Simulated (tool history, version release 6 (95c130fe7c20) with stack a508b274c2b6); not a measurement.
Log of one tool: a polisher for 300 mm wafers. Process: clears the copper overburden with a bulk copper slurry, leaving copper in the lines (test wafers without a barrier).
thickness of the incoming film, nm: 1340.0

run  hour  flow of slurry (ml/min)  pressure of the wafer on the pad (psi)  speed of the pad under the wafer (m/s)  abrasive content of the slurry  overpolish time after the end point (s)  time until the end point was called (s)  dishing of a wide line in a test structure (angstrom)
  1   0.0                      300                                     2.9                                    1.22                            1.00                                       29                                  119.870                                                 790.36
  2   1.6                      300                                     3.3                                    1.24                            1.00                                       25                                  105.500                                                 796.89
  3   3.3                      300                                     2.9                                    1.24                            1.00                                       25                                  116.530                                                 783.52
  4   9.6                      300                                     2.9                                    1.24                            1.10                                       25                                  118.840                                                 772.20
  5  11.7                      300                                     2.9                                    1.24                            0.95                                       25                                  123.140                                                 762.36
  6  12.9                      300                                     3.3                                    1.26                            0.95                                       23                                  104.780                                                 789.79
  7  16.8                      300                                     3.6                                    1.28                            0.95                                       21                                   96.638                                                 809.70

The next listed run, before its measurement:
  8  24.9                      300                                     4.4                                    1.46                            0.95                                        9                                        ?                                                      ?

Run 8 yielded time until the end point was called (s) 70.261, dishing of a wide line in a test structure (angstrom) 710.33.
